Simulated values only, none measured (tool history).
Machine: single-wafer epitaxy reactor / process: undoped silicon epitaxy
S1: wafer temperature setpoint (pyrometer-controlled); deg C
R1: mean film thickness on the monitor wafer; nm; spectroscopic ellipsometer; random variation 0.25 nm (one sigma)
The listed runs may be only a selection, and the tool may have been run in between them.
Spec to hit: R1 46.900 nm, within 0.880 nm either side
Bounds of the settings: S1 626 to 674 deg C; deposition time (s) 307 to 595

Run 1, hour 0.0: S1 650 deg C, deposition time (s) 451. Result: R1 70.635 nm.
Run 2, hour 8.5: S1 648 deg C, deposition time (s) 451. Result: R1 66.625 nm.
Run 3, hour 13.6: S1 648 deg C, deposition time (s) 495. Result: R1 73.556 nm.
Run 4, hour 20.4: S1 654 deg C, deposition time (s) 495. Result: R1 85.371 nm.
Run 5, hour 23.0: S1 654 deg C, deposition time (s) 435. Result: R1 74.849 nm.
Run 6, hour 31.4: S1 652 deg C, deposition time (s) 435. Result: R1 72.182 nm.
Run 7, hour 39.2: S1 650 deg C, deposition time (s) 435. Result: R1 68.590 nm.
Run 8, hour 41.8: S1 650 deg C, deposition time (s) 435. Result: R1 67.405 nm.
Run 9, hour 47.5: S1 648 deg C, deposition time (s) 435. Result: R1 64.457 nm.
Run 10, hour 56.2: S1 646 deg C, deposition time (s) 435. Result: R1 61.683 nm.
Run 11, hour 61.5: S1 645 deg C, deposition time (s) 435. Result: R1 60.536 nm.
Run 12, hour 69.3: S1 644 deg C, deposition time (s) 435. Result: R1 58.195 nm.
Run 13, hour 76.1: S1 643 deg C, deposition time (s) 435. Result: R1 57.164 nm.
Run 14, hour 82.2: S1 642 deg C, deposition time (s) 435. Result: R1 55.511 nm.
Run 15, hour 89.0: S1 641 deg C, deposition time (s) 435. Result: R1 54.615 nm.
Run 16, hour 93.4: S1 641 deg C, deposition time (s) 435. Result: R1 54.015 nm.
Run 17, hour 102.0: S1 641 deg C, deposition time (s) 435. Result: R1 54.716 nm.
Run 18, hour 109.3: S1 640 deg C, deposition time (s) 435. Result: R1 52.962 nm.
Run 19, hour 114.1: S1 639 deg C, deposition time (s) 435. Result: R1 51.370 nm.
Run 20, hour 117.0: S1 637 deg C, deposition time (s) 435. Result: R1 48.681 nm.
Run 21, hour 120.4: S1 636 deg C, deposition time (s) 435. Result: R1 47.881 nm.

Next run, 5 choices. One meets every target within its allowed miss, the rest don't. Which?
Run A, hour 123.8: S1 638 deg C, deposition time (s) 425. Result: R1 ?.
Run B, hour 123.8: S1 635 deg C, deposition time (s) 435. Result: R1 ?.
Run C, hour 123.8: S1 638 deg C, deposition time (s) 382. Result: R1 ?.
Run D, hour 123.8: S1 632 deg C, deposition time (s) 449. Result: R1 ?.
Run E, hour 123.8: S1 640 deg C, deposition time (s) 397. Result: R1 ?.

move      R1
   A  49.165
   B  46.589
   C  44.190
   D  44.496
   E  48.331
A: its largest miss is bigger than the last run's
B: each result inside its tolerance
C: pushes the last run's worst result past its target
D: pushes the last run's worst result past its target
E: its largest miss is bigger than the last run's
Correct choice: B, which meets every target
